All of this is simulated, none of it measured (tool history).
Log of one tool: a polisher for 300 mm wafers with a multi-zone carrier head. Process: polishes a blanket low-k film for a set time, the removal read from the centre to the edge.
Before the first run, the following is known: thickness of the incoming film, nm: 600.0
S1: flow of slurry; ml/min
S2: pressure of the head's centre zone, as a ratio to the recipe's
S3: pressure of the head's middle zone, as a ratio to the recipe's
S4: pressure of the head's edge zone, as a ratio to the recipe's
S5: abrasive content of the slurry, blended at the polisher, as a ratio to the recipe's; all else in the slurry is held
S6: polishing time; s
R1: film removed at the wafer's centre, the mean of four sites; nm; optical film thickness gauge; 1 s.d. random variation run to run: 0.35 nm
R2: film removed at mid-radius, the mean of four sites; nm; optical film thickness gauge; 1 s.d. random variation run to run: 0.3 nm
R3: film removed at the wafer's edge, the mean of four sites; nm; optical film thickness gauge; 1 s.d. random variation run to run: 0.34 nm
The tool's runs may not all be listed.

| run | hour | S1 | S2 | S3 | S4 | S5 | S6 | R1 | R2 | R3 |
|---|---|---|---|---|---|---|---|---|---|---|
| 1 | 0.0 | 250 | 1.00 | 1.00 | 1.00 | 1.00 | 65 | 25.534 | 24.626 | 24.921 |
| 2 | 8.5 | 270 | 1.02 | 1.06 | 1.05 | 1.15 | 67 | 29.522 | 29.029 | 29.158 |
| 3 | 12.5 | 290 | 1.03 | 1.10 | 1.05 | 1.25 | 68 | 31.227 | 32.232 | 30.588 |
| 4 | 18.5 | 325 | 1.03 | 1.10 | 1.05 | 1.25 | 68 | 31.999 | 32.639 | 30.761 |
| 5 | 21.5 | 325 | 1.03 | 1.03 | 1.05 | 1.25 | 68 | 31.685 | 30.981 | 30.559 |
| 6 | 26.1 | 335 | 1.05 | 1.08 | 1.08 | 1.35 | 68 | 33.271 | 33.404 | 31.876 |

Expected results for the next run?
| 7 | 26.9 | 330 | 1.06 | 1.11 | 1.10 | 1.40 | 70 | ? | ? | ? |

R1: 34.965 nm
R2: 36.354 nm
R3: 33.491 nm
